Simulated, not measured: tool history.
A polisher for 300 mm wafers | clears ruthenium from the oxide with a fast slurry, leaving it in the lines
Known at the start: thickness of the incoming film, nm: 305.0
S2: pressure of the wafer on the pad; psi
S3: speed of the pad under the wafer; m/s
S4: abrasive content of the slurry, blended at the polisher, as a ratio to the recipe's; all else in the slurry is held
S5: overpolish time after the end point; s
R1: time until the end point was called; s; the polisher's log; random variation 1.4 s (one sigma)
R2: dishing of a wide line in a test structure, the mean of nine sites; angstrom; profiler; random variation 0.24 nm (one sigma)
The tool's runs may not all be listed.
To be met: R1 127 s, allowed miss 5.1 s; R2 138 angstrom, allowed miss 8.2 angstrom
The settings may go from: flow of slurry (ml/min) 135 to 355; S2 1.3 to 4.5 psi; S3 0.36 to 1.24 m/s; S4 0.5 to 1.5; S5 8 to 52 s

Run 1, day 0: flow of slurry (ml/min) 225, S2 2.9 psi, S3 0.8 m/s, S4 1, S5 26 s. Result: R1 79.731 s, R2 576.63 angstrom.
Run 2, day 0.088: flow of slurry (ml/min) 225, S2 2.3 psi, S3 0.8 m/s, S4 1, S5 26 s. Result: R1 100.38 s, R2 494.85 angstrom.
Run 3, day 0.229: flow of slurry (ml/min) 225, S2 1.6 psi, S3 0.8 m/s, S4 1, S5 26 s. Result: R1 144.06 s, R2 366.03 angstrom.
Run 4, day 0.404: flow of slurry (ml/min) 225, S2 1.6 psi, S3 0.96 m/s, S4 1, S5 26 s. Result: R1 119.39 s, R2 435.63 angstrom.
Run 5, day 0.633: flow of slurry (ml/min) 250, S2 1.7 psi, S3 0.8 m/s, S4 1.15, S5 21 s. Result: R1 125.9 s, R2 350.42 angstrom.
Run 6, day 0.692: flow of slurry (ml/min) 250, S2 1.7 psi, S3 0.88 m/s, S4 1.15, S5 21 s. Result: R1 113.13 s, R2 371.32 angstrom.
Run 7, day 0.979: flow of slurry (ml/min) 275, S2 1.6 psi, S3 0.82 m/s, S4 1.25, S5 18 s. Result: R1 122.87 s, R2 305.64 angstrom.
Run 8, day 1.142: flow of slurry (ml/min) 295, S2 1.5 psi, S3 0.78 m/s, S4 1.3, S5 15 s. Result: R1 132.62 s, R2 234.33 angstrom.
Run 9, day 1.279: flow of slurry (ml/min) 310, S2 1.6 psi, S3 0.74 m/s, S4 1.35, S5 13 s. Result: R1 126.87 s, R2 218.05 angstrom.
Run 10, day 1.471: flow of slurry (ml/min) 310, S2 1.6 psi, S3 0.74 m/s, S4 1.35, S5 13 s. Result: R1 132.12 s, R2 210.66 angstrom.
Run 11, day 1.654: flow of slurry (ml/min) 320, S2 1.8 psi, S3 0.68 m/s, S4 1.4, S5 12 s. Result: R1 124.9 s, R2 205.66 angstrom.
Run 12, day 2.004: flow of slurry (ml/min) 330, S2 1.9 psi, S3 0.62 m/s, S4 1.45, S5 11 s. Result: R1 123.28 s, R2 186.28 angstrom.
Run 13, day 2.062: flow of slurry (ml/min) 335, S2 2 psi, S3 0.56 m/s, S4 1.45, S5 10 s. Result: R1 133.05 s, R2 158.71 angstrom.
Run 14, day 2.392: flow of slurry (ml/min) 340, S2 2.1 psi, S3 0.54 m/s, S4 1.45, S5 9 s. Result: R1 132.19 s, R2 152.54 angstrom.
Run 15, day 2.421: flow of slurry (ml/min) 345, S2 2.2 psi, S3 0.52 m/s, S4 1.45, S5 9 s. Result: R1 129.91 s, R2 151.69 angstrom.
Run 16, day 2.683: flow of slurry (ml/min) 350, S2 2.3 psi, S3 0.5 m/s, S4 1.45, S5 9 s. Result: R1 129.77 s, R2 153.83 angstrom.
Run 17, day 2.875: flow of slurry (ml/min) 350, S2 2.4 psi, S3 0.48 m/s, S4 1.45, S5 9 s. Result: R1 127.83 s, R2 155.47 angstrom.
Run 18, day 3.038: flow of slurry (ml/min) 350, S2 2.5 psi, S3 0.46 m/s, S4 1.45, S5 9 s. Result: R1 129.77 s, R2 156.58 angstrom.

Which of these 5 next moves meets every target?
Run A, day 3.2: flow of slurry (ml/min) 350, S2 2.2 psi, S3 0.54 m/s, S4 1.45, S5 8 s. Result: R1 ?, R2 ?.
Run B, day 3.2: flow of slurry (ml/min) 355, S2 1.8 psi, S3 0.6 m/s, S4 1.5, S5 8 s. Result: R1 ?, R2 ?.
Run C, day 3.2: flow of slurry (ml/min) 310, S2 2.4 psi, S3 0.46 m/s, S4 1.3, S5 8 s. Result: R1 ?, R2 ?.
Run D, day 3.2: flow of slurry (ml/min) 345, S2 2.3 psi, S3 0.44 m/s, S4 1.5, S5 8 s. Result: R1 ?, R2 ?.
Run E, day 3.2: flow of slurry (ml/min) 350, S2 2.6 psi, S3 0.44 m/s, S4 1.5, S5 10 s. Result: R1 ?, R2 ?.

move      R1      R2
   A  128.28  141.47
   B   138.6   131.4
   C  144.86  125.97
   D  147.67  123.68
   E  131.05  171.24
A: meets every target
B: brings the result that was furthest off to its target, and leaves another outside
C: takes the result that was furthest off past its target
D: takes the result that was furthest off past its target
E: further off than the last run
Answer: A
